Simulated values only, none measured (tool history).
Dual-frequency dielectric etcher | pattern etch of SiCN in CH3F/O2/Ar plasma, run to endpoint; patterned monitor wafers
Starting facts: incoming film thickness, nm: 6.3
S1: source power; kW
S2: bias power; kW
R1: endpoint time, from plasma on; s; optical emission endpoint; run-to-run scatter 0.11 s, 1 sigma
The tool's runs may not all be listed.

run 1 day=0 | S1=0.39 S2=0.083 | R1=15.875
run 2 day=0.312 | S1=0.39 S2=0.089 | R1=15.822
run 3 day=0.579 | S1=0.36 S2=0.081 | R1=16.839
run 4 day=0.638 | S1=0.41 S2=0.081 | R1=15.64
run 5 day=0.929 | S1=0.37 S2=0.075 | R1=16.707
run 6 day=1.288 | S1=0.34 S2=0.07 | R1=18.065
run 7 day=1.633 | S1=0.32 S2=0.068 | R1=18.69
run 8 day=1.746 | S1=0.3 S2=0.066 | R1=19.753
run 9 day=1.771 | S1=0.29 S2=0.066 | R1=20.199
run 10 day=2.121 | S1=0.28 S2=0.066 | R1=20.652

Forecast run 11:
run 11 day=2.158 | S1=0.27 S2=0.066 | R1=?

{"run 11": {"R1": 21.305}}
